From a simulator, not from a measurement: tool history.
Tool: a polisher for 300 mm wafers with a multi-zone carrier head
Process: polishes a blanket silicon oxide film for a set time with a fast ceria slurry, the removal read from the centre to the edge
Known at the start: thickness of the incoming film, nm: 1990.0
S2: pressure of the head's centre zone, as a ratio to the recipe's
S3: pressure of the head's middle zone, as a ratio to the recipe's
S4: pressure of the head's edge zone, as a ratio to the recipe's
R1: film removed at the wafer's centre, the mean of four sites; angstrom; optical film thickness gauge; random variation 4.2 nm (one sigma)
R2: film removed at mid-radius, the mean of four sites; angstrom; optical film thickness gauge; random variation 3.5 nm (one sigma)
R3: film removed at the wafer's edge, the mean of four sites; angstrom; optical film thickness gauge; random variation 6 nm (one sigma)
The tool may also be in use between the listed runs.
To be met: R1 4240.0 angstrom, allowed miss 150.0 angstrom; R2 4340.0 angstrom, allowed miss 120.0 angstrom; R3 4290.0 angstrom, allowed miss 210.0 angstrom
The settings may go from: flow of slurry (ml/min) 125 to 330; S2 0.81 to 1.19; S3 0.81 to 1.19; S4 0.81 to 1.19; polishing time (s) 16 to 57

{"run": 1, "hour": 0.0, "flow of slurry (ml/min)": 210, "S2": 1.0, "S3": 1.0, "S4": 1.0, "polishing time (s)": 36, "R1": 5748.8, "R2": 5847.8, "R3": 6098.1}
{"run": 2, "hour": 8.9, "flow of slurry (ml/min)": 210, "S2": 1.0, "S3": 1.0, "S4": 0.92, "polishing time (s)": 36, "R1": 5916.1, "R2": 5857.9, "R3": 5821.6}
{"run": 3, "hour": 17.1, "flow of slurry (ml/min)": 205, "S2": 0.98, "S3": 0.99, "S4": 0.9, "polishing time (s)": 34, "R1": 5434.6, "R2": 5543.2, "R3": 5324.0}
{"run": 4, "hour": 20.4, "flow of slurry (ml/min)": 205, "S2": 0.98, "S3": 0.99, "S4": 0.9, "polishing time (s)": 30, "R1": 4743.0, "R2": 4920.2, "R3": 4714.5}
{"run": 5, "hour": 21.2, "flow of slurry (ml/min)": 205, "S2": 1.05, "S3": 0.99, "S4": 0.9, "polishing time (s)": 30, "R1": 5123.9, "R2": 4821.4, "R3": 4718.9}
{"run": 6, "hour": 23.7, "flow of slurry (ml/min)": 195, "S2": 1.03, "S3": 0.98, "S4": 0.9, "polishing time (s)": 30, "R1": 4942.5, "R2": 4759.6, "R3": 4675.2}
{"run": 7, "hour": 32.0, "flow of slurry (ml/min)": 185, "S2": 1.02, "S3": 0.97, "S4": 0.9, "polishing time (s)": 30, "R1": 4935.9, "R2": 4737.0, "R3": 4619.0}
{"run": 8, "hour": 33.4, "flow of slurry (ml/min)": 180, "S2": 1.0, "S3": 0.96, "S4": 0.9, "polishing time (s)": 30, "R1": 4665.2, "R2": 4662.7, "R3": 4689.3}
{"run": 9, "hour": 38.1, "flow of slurry (ml/min)": 175, "S2": 1.0, "S3": 0.95, "S4": 0.89, "polishing time (s)": 30, "R1": 4684.5, "R2": 4533.0, "R3": 4512.9}
{"run": 10, "hour": 39.1, "flow of slurry (ml/min)": 170, "S2": 0.99, "S3": 0.95, "S4": 0.89, "polishing time (s)": 30, "R1": 4591.2, "R2": 4575.9, "R3": 4668.5}
{"run": 11, "hour": 41.2, "flow of slurry (ml/min)": 165, "S2": 0.98, "S3": 0.95, "S4": 0.88, "polishing time (s)": 30, "R1": 4582.4, "R2": 4539.3, "R3": 4487.1}
{"run": 12, "hour": 45.9, "flow of slurry (ml/min)": 160, "S2": 0.97, "S3": 0.95, "S4": 0.88, "polishing time (s)": 30, "R1": 4399.6, "R2": 4547.5, "R3": 4618.1}
{"run": 13, "hour": 47.8, "flow of slurry (ml/min)": 160, "S2": 0.97, "S3": 0.95, "S4": 0.88, "polishing time (s)": 30, "R1": 4495.9, "R2": 4479.4, "R3": 4506.7}
{"run": 14, "hour": 48.5, "flow of slurry (ml/min)": 155, "S2": 0.96, "S3": 0.95, "S4": 0.87, "polishing time (s)": 30, "R1": 4472.7, "R2": 4462.2, "R3": 4617.9}

Which of these 5 next moves meets every target?
{"run": "A", "hour": 49.2, "flow of slurry (ml/min)": 125, "S2": 0.93, "S3": 0.96, "S4": 0.97, "polishing time (s)": 32, "R1": "?", "R2": "?", "R3": "?"}
{"run": "B", "hour": 49.2, "flow of slurry (ml/min)": 160, "S2": 0.89, "S3": 0.97, "S4": 0.91, "polishing time (s)": 31, "R1": "?", "R2": "?", "R3": "?"}
{"run": "C", "hour": 49.2, "flow of slurry (ml/min)": 145, "S2": 0.81, "S3": 0.98, "S4": 0.98, "polishing time (s)": 31, "R1": "?", "R2": "?", "R3": "?"}
{"run": "D", "hour": 49.2, "flow of slurry (ml/min)": 305, "S2": 0.84, "S3": 1.0, "S4": 0.86, "polishing time (s)": 27, "R1": "?", "R2": "?", "R3": "?"}
{"run": "E", "hour": 49.2, "flow of slurry (ml/min)": 210, "S2": 0.96, "S3": 0.97, "S4": 0.91, "polishing time (s)": 27, "R1": "?", "R2": "?", "R3": "?"}

move=A R1=4272.0 R2=4630.2 R3=4852.0
move=B R1=4217.6 R2=4784.8 R3=4745.4
move=C R1=3748.1 R2=4730.6 R3=4841.3
move=D R1=3836.0 R2=4683.4 R3=4308.3
move=E R1=4175.1 R2=4362.0 R3=4275.2
A: further off than the last run
B: further off than the last run
C: further off than the last run
D: brings the result that was furthest off to its target, and leaves another outside
E: meets every target
The right move is E.
